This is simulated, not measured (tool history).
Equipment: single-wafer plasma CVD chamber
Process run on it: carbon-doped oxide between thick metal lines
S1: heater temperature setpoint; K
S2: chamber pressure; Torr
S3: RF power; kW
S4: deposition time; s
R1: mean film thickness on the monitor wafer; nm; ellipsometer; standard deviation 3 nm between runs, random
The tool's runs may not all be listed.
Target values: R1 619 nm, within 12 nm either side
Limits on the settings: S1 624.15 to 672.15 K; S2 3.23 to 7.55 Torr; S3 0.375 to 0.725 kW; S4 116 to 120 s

run,hour,S1,S2,S3,S4,R1
1,0,648.15,5.39,0.55,116,567.76
2,4.8,647.15,5.63,0.56,116,578.48
3,6.8,647.15,6.08,0.56,116,583.71
4,15.6,653.15,6.08,0.56,116,574.26
5,17.9,653.15,5.7,0.56,116,564.42
6,22.7,645.15,5.7,0.56,116,577.42
7,31,644.15,5.88,0.57,116,589.68
8,37.1,643.15,6.01,0.575,116,595.28

Exercise: of the 5 proposed moves below, exactly one satisfies all targets within the stated allowed misses. Which move is it?
A,43.2,656.15,6.63,0.55,119,?
B,43.2,637.15,5.83,0.575,116,?
C,43.2,635.15,5.99,0.6,116,?
D,43.2,655.15,6.86,0.535,116,?
E,43.2,642.15,5.86,0.545,116,?

move,R1
A,584.52
B,601.4
C,622.14
D,563.35
E,576.01
A: lands further from the targets than the last run did
B: closes in on the targets versus the last run, not all within tolerance yet
C: meets every target
D: lands further from the targets than the last run did
E: lands further from the targets than the last run did
Answer: C
